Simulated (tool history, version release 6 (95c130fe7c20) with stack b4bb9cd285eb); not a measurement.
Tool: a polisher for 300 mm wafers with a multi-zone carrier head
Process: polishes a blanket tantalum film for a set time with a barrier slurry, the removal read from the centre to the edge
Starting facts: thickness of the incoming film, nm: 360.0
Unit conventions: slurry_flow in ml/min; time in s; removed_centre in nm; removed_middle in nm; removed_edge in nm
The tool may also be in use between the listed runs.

run	hour	slurry_flow	centre_zone	middle_zone	edge_zone	slurry_solids	time	removed_centre	removed_middle	removed_edge
1	0	220	1	1	1	1	73	120.78	129.76	128.21
2	7.1	180	1	1	1	1	73	120.33	127.24	127.44
3	14.8	180	1	1	1	1	63	103.53	106.77	109.36
4	16.5	180	1	1.05	1	1	63	103.89	112.73	109.78
5	22.2	180	0.99	1.05	1.02	1	63	101.23	115.02	111.2
6	25.9	145	0.99	1.05	1.02	1	63	97.311	111.67	109.31
7	34.1	150	0.99	1.04	1.04	1	63	96.872	110.96	108.15
8	36.8	155	0.98	1.02	1.04	1.05	63	97.563	110.33	111.66

Run 9 comes next. What will it give?
9	42.8	160	0.98	1.01	1.05	1.1	63	?	?	?

{"run 9": {"removed_centre": 98.749, "removed_middle": 111.81, "removed_edge": 113.07}}
